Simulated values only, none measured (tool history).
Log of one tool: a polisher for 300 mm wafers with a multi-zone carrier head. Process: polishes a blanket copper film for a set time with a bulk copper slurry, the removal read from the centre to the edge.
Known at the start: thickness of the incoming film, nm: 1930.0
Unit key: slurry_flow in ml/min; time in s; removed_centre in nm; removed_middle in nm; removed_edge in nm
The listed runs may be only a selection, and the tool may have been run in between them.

run 1 hour=0 | slurry_flow=290 centre_zone=1 middle_zone=1 edge_zone=1 slurry_solids=1 time=50 | removed_centre=800.01 removed_middle=781.74 removed_edge=781.75
run 2 hour=8.3 | slurry_flow=285 centre_zone=0.98 middle_zone=0.98 edge_zone=0.97 slurry_solids=0.9 time=44 | removed_centre=668.9 removed_middle=670.42 removed_edge=666.47
run 3 hour=14.2 | slurry_flow=250 centre_zone=0.98 middle_zone=0.98 edge_zone=0.97 slurry_solids=0.9 time=44 | removed_centre=668.29 removed_middle=658.65 removed_edge=665.93
run 4 hour=17.9 | slurry_flow=250 centre_zone=0.93 middle_zone=0.98 edge_zone=0.97 slurry_solids=0.9 time=44 | removed_centre=636.41 removed_middle=644.99 removed_edge=654.9
run 5 hour=18.8 | slurry_flow=250 centre_zone=0.93 middle_zone=0.98 edge_zone=0.97 slurry_solids=0.9 time=52 | removed_centre=751.52 removed_middle=767.96 removed_edge=775.04
run 6 hour=21.6 | slurry_flow=205 centre_zone=0.93 middle_zone=0.98 edge_zone=0.97 slurry_solids=0.9 time=52 | removed_centre=710.12 removed_middle=746.47 removed_edge=753.39
run 7 hour=27.8 | slurry_flow=205 centre_zone=0.93 middle_zone=0.96 edge_zone=0.95 slurry_solids=0.8 time=46 | removed_centre=622.74 removed_middle=635.61 removed_edge=653.42

For run 8, what comes out?
run 8 hour=31.3 | slurry_flow=210 centre_zone=0.93 middle_zone=0.95 edge_zone=0.93 slurry_solids=0.75 time=41 | removed_centre=? removed_middle=? removed_edge=?

Run 8 produced removed_centre 546.24 nm, removed_middle 571.85 nm, removed_edge 569.41 nm.

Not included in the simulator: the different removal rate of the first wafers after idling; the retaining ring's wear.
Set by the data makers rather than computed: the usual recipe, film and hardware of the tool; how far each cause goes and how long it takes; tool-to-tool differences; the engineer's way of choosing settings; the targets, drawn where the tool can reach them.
